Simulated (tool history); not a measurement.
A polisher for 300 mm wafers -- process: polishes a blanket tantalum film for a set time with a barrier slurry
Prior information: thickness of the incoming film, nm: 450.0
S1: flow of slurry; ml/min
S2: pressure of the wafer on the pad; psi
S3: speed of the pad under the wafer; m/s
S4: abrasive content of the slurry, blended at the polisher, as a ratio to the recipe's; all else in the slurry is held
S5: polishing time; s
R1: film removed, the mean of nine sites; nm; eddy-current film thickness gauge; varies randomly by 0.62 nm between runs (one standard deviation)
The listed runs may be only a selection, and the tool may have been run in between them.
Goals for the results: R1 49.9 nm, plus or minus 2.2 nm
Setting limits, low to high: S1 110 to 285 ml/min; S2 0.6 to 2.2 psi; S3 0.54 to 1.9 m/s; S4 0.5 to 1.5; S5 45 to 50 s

{"run": 1, "hour": 0.0, "S1": 180, "S2": 1.4, "S3": 1.22, "S4": 1, "S5": 50, "R1": 80.44}
{"run": 2, "hour": 8.7, "S1": 205, "S2": 1.4, "S3": 1.22, "S4": 1, "S5": 50, "R1": 79.947}
{"run": 3, "hour": 11.5, "S1": 205, "S2": 1.5, "S3": 1.22, "S4": 1, "S5": 50, "R1": 89.459}
{"run": 4, "hour": 20.4, "S1": 205, "S2": 1.5, "S3": 1.22, "S4": 1.2, "S5": 50, "R1": 91.618}
{"run": 5, "hour": 28.6, "S1": 205, "S2": 1.5, "S3": 1.52, "S4": 1.2, "S5": 50, "R1": 107.79}
{"run": 6, "hour": 33.1, "S1": 205, "S2": 1.5, "S3": 1.76, "S4": 1.2, "S5": 50, "R1": 124.92}
{"run": 7, "hour": 37.9, "S1": 200, "S2": 1.1, "S3": 1.42, "S4": 1.15, "S5": 49, "R1": 72.831}
{"run": 8, "hour": 43.2, "S1": 200, "S2": 1, "S3": 1.42, "S4": 1.15, "S5": 49, "R1": 67.961}
{"run": 9, "hour": 51.4, "S1": 200, "S2": 0.9, "S3": 1.42, "S4": 1.15, "S5": 49, "R1": 61.584}
{"run": 10, "hour": 59.5, "S1": 200, "S2": 0.8, "S3": 1.42, "S4": 1.15, "S5": 49, "R1": 55.862}

4 next moves are on the table. One of them brings every result within its allowed miss. Which?
{"run": "A", "hour": 67.6, "S1": 195, "S2": 0.8, "S3": 1.72, "S4": 1.25, "S5": 49, "R1": "?"}
{"run": "B", "hour": 67.6, "S1": 210, "S2": 1, "S3": 1.08, "S4": 0.9, "S5": 47, "R1": "?"}
{"run": "C", "hour": 67.6, "S1": 200, "S2": 0.9, "S3": 1.44, "S4": 1.2, "S5": 50, "R1": "?"}
{"run": "D", "hour": 67.6, "S1": 180, "S2": 0.9, "S3": 1.54, "S4": 1.05, "S5": 49, "R1": "?"}

move=A R1=66.518
move=B R1=49.356
move=C R1=64.683
move=D R1=63.8
A: moves away from the targets compared with the last run
B: hits every target within its allowed miss
C: moves away from the targets compared with the last run
D: moves away from the targets compared with the last run
Answer: B

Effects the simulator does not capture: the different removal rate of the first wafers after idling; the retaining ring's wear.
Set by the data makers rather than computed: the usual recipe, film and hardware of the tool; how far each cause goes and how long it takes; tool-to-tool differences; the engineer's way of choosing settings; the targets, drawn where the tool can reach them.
